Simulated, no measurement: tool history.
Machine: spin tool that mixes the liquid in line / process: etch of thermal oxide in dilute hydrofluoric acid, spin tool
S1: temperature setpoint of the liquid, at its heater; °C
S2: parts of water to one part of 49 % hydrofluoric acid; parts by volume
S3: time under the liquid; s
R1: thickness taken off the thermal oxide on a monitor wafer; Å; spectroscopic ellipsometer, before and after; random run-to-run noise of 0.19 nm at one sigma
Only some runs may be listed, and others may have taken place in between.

| run | hour | S1 | S2 | S3 | R1 |
|---|---|---|---|---|---|
| 1 | 0.0 | 21.0 | 120 | 310 | 108.090 |
| 2 | 1.2 | 23.5 | 105 | 310 | 134.940 |
| 3 | 4.8 | 23.5 | 145 | 310 | 95.506 |
| 4 | 11.5 | 23.5 | 130 | 310 | 105.930 |
|  | 17.4 | hydrofluoric acid flow meter replaced |
| 5 | 17.4 | 23.5 | 95 | 310 | 142.130 |
| 6 | 22.5 | 24.5 | 95 | 310 | 146.440 |

Run 7 comes next. What will it give?
| 7 | 30.9 | 25.5 | 85 | 310 | ? |

R1: 172.600 Å
